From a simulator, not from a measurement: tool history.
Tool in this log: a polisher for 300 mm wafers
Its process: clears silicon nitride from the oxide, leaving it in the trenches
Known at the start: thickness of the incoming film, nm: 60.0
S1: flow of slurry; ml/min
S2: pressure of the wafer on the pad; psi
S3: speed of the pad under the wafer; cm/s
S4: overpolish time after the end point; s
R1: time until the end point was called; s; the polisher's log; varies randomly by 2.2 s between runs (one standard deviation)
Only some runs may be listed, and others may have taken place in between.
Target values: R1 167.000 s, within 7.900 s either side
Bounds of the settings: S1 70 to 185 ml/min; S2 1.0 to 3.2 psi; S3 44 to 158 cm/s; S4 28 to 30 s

run,hour,S1,S2,S3,S4,R1
1,0.0,120,2.1,100,28,89.626
2,3.2,120,2.5,100,28,75.159
3,10.9,90,2.5,100,28,83.321
4,19.7,90,2.3,98,28,91.223
5,26.2,90,2.7,98,28,78.168
6,28.8,90,2.7,98,30,78.297
7,33.0,90,2.4,96,30,86.481
8,33.8,90,2.2,92,30,98.623
9,41.7,90,2.0,90,30,108.260
10,46.4,90,1.8,88,30,121.330
11,47.1,90,1.7,88,30,132.580
12,50.5,90,1.6,88,30,141.370
13,55.3,85,1.5,88,30,153.980
14,58.1,80,1.5,88,30,151.880

Exactly one of the 4 candidate moves below puts every result within its allowed miss. Which one?
A,60.9,70,1.6,96,30,?
B,60.9,105,1.2,92,30,?
C,60.9,75,1.6,92,30,?
D,60.9,85,1.5,90,30,?

move,R1
A,140.680
B,165.690
C,140.700
D,145.020
A: misses by more than the last run did
B: every result within its allowed miss
C: misses by more than the last run did
D: misses by more than the last run did
Answer: B

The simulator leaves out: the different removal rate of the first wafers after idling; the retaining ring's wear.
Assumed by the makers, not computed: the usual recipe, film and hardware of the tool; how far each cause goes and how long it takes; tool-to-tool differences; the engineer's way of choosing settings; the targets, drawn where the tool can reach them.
